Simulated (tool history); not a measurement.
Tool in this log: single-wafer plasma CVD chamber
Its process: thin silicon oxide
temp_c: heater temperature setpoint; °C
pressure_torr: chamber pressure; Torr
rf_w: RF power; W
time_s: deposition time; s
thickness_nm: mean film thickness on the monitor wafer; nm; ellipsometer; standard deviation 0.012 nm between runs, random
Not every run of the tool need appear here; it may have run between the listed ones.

run	day	temp_c	pressure_torr	rf_w	time_s	thickness_nm
1	0	410	0.982	210	2.88	4.5565
2	0.129	406	0.982	210	2.88	4.557
3	0.412	406	0.982	200	2.88	4.433
4	0.592	406	0.982	200	2.73	4.2031
5	0.742	406	1.101	200	2.73	4.7042
6	1.029	406	1.193	200	2.73	5.0413
7	1.392	406	1.233	200	2.73	5.1904

What does the tool deliver on the next run?
8	1.525	406	1.262	200	2.73	?

thickness_nm: 5.2484 nm
